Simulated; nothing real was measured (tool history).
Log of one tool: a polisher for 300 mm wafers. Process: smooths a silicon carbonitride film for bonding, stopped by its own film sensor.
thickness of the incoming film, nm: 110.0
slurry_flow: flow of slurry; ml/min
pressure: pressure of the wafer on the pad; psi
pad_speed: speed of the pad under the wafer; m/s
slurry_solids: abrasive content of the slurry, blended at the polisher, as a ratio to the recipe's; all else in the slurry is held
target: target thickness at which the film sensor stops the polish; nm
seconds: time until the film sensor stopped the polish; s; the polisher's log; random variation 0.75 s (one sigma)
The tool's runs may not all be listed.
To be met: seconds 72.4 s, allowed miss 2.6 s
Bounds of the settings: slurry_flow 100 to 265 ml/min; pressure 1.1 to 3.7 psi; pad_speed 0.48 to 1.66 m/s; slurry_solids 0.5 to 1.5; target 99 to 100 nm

run,day,slurry_flow,pressure,pad_speed,slurry_solids,target,seconds
1,0,170,2.4,1.06,1,99,43.794
2,0.217,170,2.2,1.06,1,99,46.912
3,0.254,170,2.2,1.06,1,100,41.853
4,0.425,170,2.2,1.06,0.85,100,46.867
5,0.458,170,2.2,1.06,0.85,100,46.53
6,0.496,170,2,1.06,0.85,100,49.92
7,0.621,170,1.9,1.06,0.85,100,51.87
8,0.975,170,1.8,1.06,0.85,100,54.929
9,1.108,155,1.2,1.04,0.85,100,78.936

Which of these 5 next moves meets every target?
A,1.242,170,1.2,1.04,0.75,100,?
B,1.242,145,1.2,1.18,0.95,100,?
C,1.242,195,1.1,1.26,0.8,99,?
D,1.242,155,1.1,1.34,0.75,99,?
E,1.242,215,1.1,1.2,0.8,100,?

move,seconds
A,83.365
B,66.571
C,78.383
D,81.109
E,73.1
A: further off than the last run
B: takes the result that was furthest off past its target
C: nearer than the last run, and not there yet
D: further off than the last run
E: meets every target
Answer: E

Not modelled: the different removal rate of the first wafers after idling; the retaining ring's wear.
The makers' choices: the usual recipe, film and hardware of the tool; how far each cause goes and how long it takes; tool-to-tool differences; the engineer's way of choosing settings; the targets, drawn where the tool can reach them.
